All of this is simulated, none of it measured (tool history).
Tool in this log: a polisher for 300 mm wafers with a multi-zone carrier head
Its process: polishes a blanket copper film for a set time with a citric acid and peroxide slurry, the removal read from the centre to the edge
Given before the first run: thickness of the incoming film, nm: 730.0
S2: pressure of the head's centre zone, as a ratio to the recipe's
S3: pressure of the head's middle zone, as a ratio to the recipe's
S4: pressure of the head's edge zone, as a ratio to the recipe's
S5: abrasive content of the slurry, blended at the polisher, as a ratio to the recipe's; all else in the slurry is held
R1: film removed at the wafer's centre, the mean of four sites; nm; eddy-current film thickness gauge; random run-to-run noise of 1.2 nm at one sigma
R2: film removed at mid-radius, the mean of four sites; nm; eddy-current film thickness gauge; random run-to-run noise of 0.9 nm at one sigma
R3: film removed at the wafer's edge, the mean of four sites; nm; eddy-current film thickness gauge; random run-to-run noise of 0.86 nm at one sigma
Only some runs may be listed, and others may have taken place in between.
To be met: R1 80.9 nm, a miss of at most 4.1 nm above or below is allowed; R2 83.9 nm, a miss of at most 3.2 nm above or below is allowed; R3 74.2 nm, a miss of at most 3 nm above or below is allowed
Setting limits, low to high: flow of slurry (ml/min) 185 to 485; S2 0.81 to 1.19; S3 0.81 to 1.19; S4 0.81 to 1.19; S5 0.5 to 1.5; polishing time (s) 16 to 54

{"run": 1, "hour": 0.0, "flow of slurry (ml/min)": 310, "S2": 1, "S3": 1, "S4": 1, "S5": 1, "polishing time (s)": 35, "R1": 62.49, "R2": 63.196, "R3": 62.464}
{"run": 2, "hour": 6.6, "flow of slurry (ml/min)": 310, "S2": 1.04, "S3": 1, "S4": 1, "S5": 1, "polishing time (s)": 35, "R1": 67.021, "R2": 62.944, "R3": 62.486}
{"run": 3, "hour": 10.0, "flow of slurry (ml/min)": 310, "S2": 1.04, "S3": 1.02, "S4": 1.01, "S5": 1.05, "polishing time (s)": 35, "R1": 66.201, "R2": 65.018, "R3": 63.67}
{"run": 4, "hour": 16.5, "flow of slurry (ml/min)": 310, "S2": 1.04, "S3": 1.02, "S4": 1.01, "S5": 0.9, "polishing time (s)": 35, "R1": 62.069, "R2": 62.026, "R3": 61.342}
{"run": 5, "hour": 22.8, "flow of slurry (ml/min)": 310, "S2": 0.98, "S3": 1.02, "S4": 1.01, "S5": 0.9, "polishing time (s)": 35, "R1": 58.94, "R2": 61.944, "R3": 61.61}
{"run": 6, "hour": 29.0, "flow of slurry (ml/min)": 310, "S2": 0.99, "S3": 1.03, "S4": 1.01, "S5": 0.95, "polishing time (s)": 35, "R1": 59.849, "R2": 64.201, "R3": 62.417}
{"run": 7, "hour": 33.6, "flow of slurry (ml/min)": 330, "S2": 1.09, "S3": 1.12, "S4": 1.08, "S5": 1.2, "polishing time (s)": 37, "R1": 77.779, "R2": 76.528, "R3": 73.806}
{"run": 8, "hour": 40.3, "flow of slurry (ml/min)": 330, "S2": 1.09, "S3": 1.13, "S4": 1.07, "S5": 1.2, "polishing time (s)": 37, "R1": 75.055, "R2": 78.361, "R3": 73.566}
{"run": 9, "hour": 41.1, "flow of slurry (ml/min)": 330, "S2": 1.1, "S3": 1.13, "S4": 1.07, "S5": 1.2, "polishing time (s)": 37, "R1": 77.801, "R2": 77.082, "R3": 73.697}
{"run": 10, "hour": 43.0, "flow of slurry (ml/min)": 330, "S2": 1.1, "S3": 1.14, "S4": 1.06, "S5": 1.2, "polishing time (s)": 37, "R1": 76.728, "R2": 76.931, "R3": 71.485}
{"run": 11, "hour": 46.6, "flow of slurry (ml/min)": 330, "S2": 1.1, "S3": 1.15, "S4": 1.06, "S5": 1.2, "polishing time (s)": 37, "R1": 79.141, "R2": 79.436, "R3": 72.797}

Which of these 5 next moves meets every target?
{"run": "A", "hour": 50.2, "flow of slurry (ml/min)": 340, "S2": 1.17, "S3": 1.16, "S4": 1.12, "S5": 1.4, "polishing time (s)": 33, "R1": "?", "R2": "?", "R3": "?"}
{"run": "B", "hour": 50.2, "flow of slurry (ml/min)": 260, "S2": 1.13, "S3": 1.19, "S4": 1.06, "S5": 1.2, "polishing time (s)": 39, "R1": "?", "R2": "?", "R3": "?"}
{"run": "C", "hour": 50.2, "flow of slurry (ml/min)": 330, "S2": 1.15, "S3": 1.09, "S4": 1.06, "S5": 1.05, "polishing time (s)": 38, "R1": "?", "R2": "?", "R3": "?"}
{"run": "D", "hour": 50.2, "flow of slurry (ml/min)": 270, "S2": 1.18, "S3": 1.16, "S4": 1.02, "S5": 1.2, "polishing time (s)": 37, "R1": "?", "R2": "?", "R3": "?"}
{"run": "E", "hour": 50.2, "flow of slurry (ml/min)": 210, "S2": 1.02, "S3": 0.94, "S4": 1.19, "S5": 1.2, "polishing time (s)": 41, "R1": "?", "R2": "?", "R3": "?"}

move=A R1=77.504 R2=74.332 R3=69.239
move=B R1=82.186 R2=83.712 R3=74.62
move=C R1=80.608 R2=74.639 R3=71.435
move=D R1=81.825 R2=78.01 R3=69.725
move=E R1=75.37 R2=70.008 R3=81.741
A: further off than the last run
B: every result within its allowed miss
C: further off than the last run
D: further off than the last run
E: further off than the last run
Go with B: it meets all targets.

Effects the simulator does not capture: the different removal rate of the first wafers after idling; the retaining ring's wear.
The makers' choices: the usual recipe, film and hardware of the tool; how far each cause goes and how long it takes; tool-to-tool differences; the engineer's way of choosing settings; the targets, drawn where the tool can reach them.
